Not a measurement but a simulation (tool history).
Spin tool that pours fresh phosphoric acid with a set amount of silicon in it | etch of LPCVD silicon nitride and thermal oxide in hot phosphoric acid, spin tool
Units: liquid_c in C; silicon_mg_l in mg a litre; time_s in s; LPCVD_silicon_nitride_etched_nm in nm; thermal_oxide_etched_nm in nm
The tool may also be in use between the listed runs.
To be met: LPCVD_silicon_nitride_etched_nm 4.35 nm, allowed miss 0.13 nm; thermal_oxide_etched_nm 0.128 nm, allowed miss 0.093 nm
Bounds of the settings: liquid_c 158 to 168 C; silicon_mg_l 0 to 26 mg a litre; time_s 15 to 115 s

run,day,liquid_c,silicon_mg_l,time_s,LPCVD_silicon_nitride_etched_nm,thermal_oxide_etched_nm
1,0,163,11.5,60,5.3394,0.17122
2,0.204,163,15.5,60,5.3505,0.12919
3,0.329,162.5,14.5,60,5.1546,0.13362
4,0.396,162.5,14.5,80,7.1004,0.19761
5,0.604,162.5,12,80,7.0144,0.17936
6,0.721,162.5,17,80,7.021,0.22858
7,1.067,162.5,17,80,7.1442,0.16725
8,1.258,162,15.5,75,6.4336,0.14316
# day 1.604: thermometer replaced
9,1.604,162,14.5,70,6.567,0.13835
10,1.65,162.5,16.5,65,6.1386,0.10247
11,1.75,162,14,60,5.5759,0.095172
12,2.017,162.5,14,55,5.2621,0.20279
13,2.221,162,15,50,4.6405,0.10737
14,2.425,162,14.5,50,4.7254,0.13458
15,2.75,162,14.5,45,4.1939,0.11295

Which of these 5 next moves meets every target?
A,3.075,165,17,45,?,?
B,3.075,164,12.5,40,?,?
C,3.075,163.5,10,40,?,?
D,3.075,165,11.5,40,?,?
E,3.075,163,13,45,?,?

move,LPCVD_silicon_nitride_etched_nm,thermal_oxide_etched_nm
A,4.6722,0.11492
B,4.0187,0.10625
C,3.9529,0.10848
D,4.1531,0.11694
E,4.374,0.10982
A: takes the result that was furthest off past its target
B: further off than the last run
C: further off than the last run
D: further off than the last run
E: meets every target
Move E is the one to make.
